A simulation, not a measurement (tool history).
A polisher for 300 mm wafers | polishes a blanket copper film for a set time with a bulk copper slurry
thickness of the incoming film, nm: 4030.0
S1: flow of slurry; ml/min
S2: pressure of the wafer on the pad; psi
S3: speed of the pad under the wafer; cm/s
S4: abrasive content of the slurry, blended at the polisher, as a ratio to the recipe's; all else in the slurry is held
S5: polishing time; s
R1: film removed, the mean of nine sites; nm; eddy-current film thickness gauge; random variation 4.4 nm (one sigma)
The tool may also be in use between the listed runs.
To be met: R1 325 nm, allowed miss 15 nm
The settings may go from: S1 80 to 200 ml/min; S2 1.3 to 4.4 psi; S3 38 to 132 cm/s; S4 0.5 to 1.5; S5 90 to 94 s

run,hour,S1,S2,S3,S4,S5,R1
1,0,130,2.8,84,1,90,714.38
2,2.6,130,2.8,84,1,94,754.14
3,4.6,130,2.6,82,1,94,676.31
4,6.6,130,2.4,80,1,94,618.94
5,9.5,130,2.3,78,1,94,579.68
6,14.6,130,2.3,92,1,94,682.55
7,21.3,130,2.2,88,1,94,625.51
8,28.6,130,2.1,86,1,94,573.1
9,33.6,130,2,84,1,94,546.47
10,38.4,130,1.9,82,1,94,504.2
11,42.3,130,1.8,80,1,94,459.84
12,47.8,130,1.7,80,1,94,454.18
13,52.7,130,1.6,78,1,94,412.08

Which of these 4 next moves meets every target?
A,57.6,145,1.8,94,0.85,94,?
B,57.6,110,1.4,74,1.15,90,?
C,57.6,195,2.4,66,1.05,94,?
D,57.6,125,2.1,80,1.05,94,?

move,R1
A,534.15
B,332.25
C,552.98
D,548.73
A: further off than the last run
B: meets every target
C: further off than the last run
D: further off than the last run
The right move is B.
